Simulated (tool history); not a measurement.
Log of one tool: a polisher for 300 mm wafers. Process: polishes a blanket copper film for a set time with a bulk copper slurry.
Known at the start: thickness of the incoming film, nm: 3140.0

| run | hour | flow of slurry (ml/min) | pressure of the wafer on the pad (psi) | speed of the pad under the wafer (cm/s) | abrasive content of the slurry | polishing time (s) | film removed (Å) |
|---|---|---|---|---|---|---|---|
| 1 | 0 | 245 | 1.8 | 94 | 1 | 71 | 3871.2 |
| 2 | 6.2 | 245 | 1.8 | 82 | 1 | 71 | 3499.9 |
| 3 | 7.7 | 245 | 1.7 | 82 | 1 | 71 | 3230.5 |
| 4 | 14.4 | 245 | 1.6 | 82 | 1 | 71 | 3162.3 |
| 5 | 21.5 | 245 | 1.5 | 82 | 1 | 71 | 2935.3 |
| 6 | 29.8 | 245 | 1.5 | 98 | 1 | 71 | 3417 |
| 7 | 36.4 | 245 | 1.4 | 98 | 1 | 71 | 3144.5 |

Run 8 comes next. What will it give?
| 8 | 41 | 245 | 1.3 | 98 | 1 | 71 | ? |

{"run 8": {"film removed (Å)": 2935.3}}
